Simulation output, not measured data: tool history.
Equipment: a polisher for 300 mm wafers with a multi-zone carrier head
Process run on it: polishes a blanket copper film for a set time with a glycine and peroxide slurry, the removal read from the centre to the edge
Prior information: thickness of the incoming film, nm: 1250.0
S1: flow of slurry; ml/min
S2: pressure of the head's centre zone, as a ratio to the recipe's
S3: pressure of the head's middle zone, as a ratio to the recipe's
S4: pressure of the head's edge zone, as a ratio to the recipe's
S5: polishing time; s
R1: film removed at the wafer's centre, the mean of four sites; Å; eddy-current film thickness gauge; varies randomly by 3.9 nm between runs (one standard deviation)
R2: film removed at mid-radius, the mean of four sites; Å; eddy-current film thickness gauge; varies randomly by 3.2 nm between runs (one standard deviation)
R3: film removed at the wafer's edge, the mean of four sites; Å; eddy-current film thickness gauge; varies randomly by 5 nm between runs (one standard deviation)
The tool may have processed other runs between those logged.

run 1 day=0.000 | S1=215 S2=1.00 S3=1.00 S4=1.00 S5=63 | R1=4117.0 R2=4125.7 R3=4053.9
run 2 day=0.221 | S1=205 S2=0.98 S3=0.99 S4=1.01 S5=63 | R1=3931.5 R2=4053.0 R3=4083.3
run 3 day=0.321 | S1=195 S2=0.97 S3=0.99 S4=1.01 S5=63 | R1=3866.3 R2=3959.7 R3=4103.6
run 4 day=0.538 | S1=190 S2=0.96 S3=1.00 S4=1.01 S5=63 | R1=3791.3 R2=4041.4 R3=4055.1
run 5 day=0.788 | S1=185 S2=0.95 S3=1.00 S4=1.02 S5=63 | R1=3767.7 R2=3990.7 R3=4057.2
run 6 day=1.100 | S1=185 S2=1.01 S3=1.00 S4=1.02 S5=63 | R1=3877.2 R2=3988.6 R3=4002.8
run 7 day=1.262 | S1=180 S2=1.00 S3=1.00 S4=1.03 S5=63 | R1=3871.3 R2=4005.6 R3=4066.9
run 8 day=1.538 | S1=170 S2=0.99 S3=1.00 S4=1.04 S5=63 | R1=3772.1 R2=3922.1 R3=3984.4
run 9 day=1.750 | S1=165 S2=0.97 S3=1.00 S4=1.05 S5=63 | R1=3691.7 R2=3939.0 R3=3954.2
run 10 day=1.938 | S1=160 S2=0.95 S3=0.99 S4=1.05 S5=64 | R1=3718.3 R2=3970.4 R3=4148.0
run 11 day=2.308 | S1=150 S2=0.89 S3=0.99 S4=1.04 S5=62 | R1=3298.3 R2=3767.4 R3=3859.7

Run 12, settings as shown, results not yet in. Your forecast:
run 12 day=2.358 | S1=155 S2=0.89 S3=0.99 S4=1.05 S5=62 | R1=? R2=? R3=?

Run 12 produced R1 3332.9 Å, R2 3821.0 Å, R3 3884.0 Å.
